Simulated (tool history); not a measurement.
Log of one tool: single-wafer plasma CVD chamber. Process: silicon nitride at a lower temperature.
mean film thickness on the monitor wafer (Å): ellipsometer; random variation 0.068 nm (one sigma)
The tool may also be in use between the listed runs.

run	hour	heater temperature setpoint (°C)	chamber pressure (Torr)	RF power (W)	deposition time (s)	mean film thickness on the monitor wafer (Å)
1	0.0	365	1.21	235	14.1	132.56
2	4.0	365	1.27	235	14.1	134.16
3	5.8	370	1.27	235	14.1	133.60
4	13.6	370	1.27	235	13.5	128.25
5	22.2	365	1.27	235	13.5	129.08
6	24.4	365	1.48	235	13.5	132.61
7	30.4	365	1.49	240	13.5	136.01
8	35.9	365	1.51	245	13.5	137.69

Forecast run 9:
9	39.7	365	1.53	250	13.5	?

{"run 9": {"mean film thickness on the monitor wafer (Å)": 140.43}}
